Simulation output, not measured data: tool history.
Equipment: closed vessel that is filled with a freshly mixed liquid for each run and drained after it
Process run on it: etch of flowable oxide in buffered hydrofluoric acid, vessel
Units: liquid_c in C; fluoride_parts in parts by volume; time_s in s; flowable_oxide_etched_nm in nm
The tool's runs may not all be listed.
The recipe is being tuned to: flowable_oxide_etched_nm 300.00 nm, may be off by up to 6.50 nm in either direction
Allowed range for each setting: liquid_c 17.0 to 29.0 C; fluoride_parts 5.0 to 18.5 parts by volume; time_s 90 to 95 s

| run | hour | liquid_c | fluoride_parts | time_s | flowable_oxide_etched_nm |
|---|---|---|---|---|---|
| 1 | 0.0 | 21.0 | 11.5 | 90 | 219.32 |
| 2 | 2.6 | 21.0 | 11.5 | 95 | 233.04 |
| 3 | 4.1 | 21.0 | 11.5 | 95 | 230.48 |
| 4 | 8.2 | 21.0 | 14.5 | 95 | 184.33 |
| 5 | 8.9 | 23.0 | 14.5 | 95 | 205.20 |
| 6 | 15.7 | 24.5 | 14.5 | 95 | 223.41 |
| 7 | 22.1 | 25.5 | 14.5 | 95 | 236.25 |
| 8 | 27.5 | 26.5 | 14.5 | 95 | 249.03 |
| 9 | 29.9 | 27.0 | 14.5 | 95 | 255.30 |

Next run, 4 choices. One meets every target within its allowed miss, the rest don't. Which?
| A | 32.3 | 25.5 | 10.5 | 95 | ? |
| B | 32.3 | 27.5 | 12.0 | 95 | ? |
| C | 32.3 | 23.0 | 10.0 | 90 | ? |
| D | 32.3 | 28.0 | 13.0 | 95 | ? |

| move | flowable_oxide_etched_nm |
|---|---|
| A | 323.13 |
| B | 315.83 |
| C | 280.16 |
| D | 299.95 |
A: moves the result that the last run missed by most past its target, out the other side
B: moves the result that the last run missed by most past its target, out the other side
C: nearer the targets than the last run, but a result is still out of spec
D: all results land within tolerance of their targets
D meets every target.

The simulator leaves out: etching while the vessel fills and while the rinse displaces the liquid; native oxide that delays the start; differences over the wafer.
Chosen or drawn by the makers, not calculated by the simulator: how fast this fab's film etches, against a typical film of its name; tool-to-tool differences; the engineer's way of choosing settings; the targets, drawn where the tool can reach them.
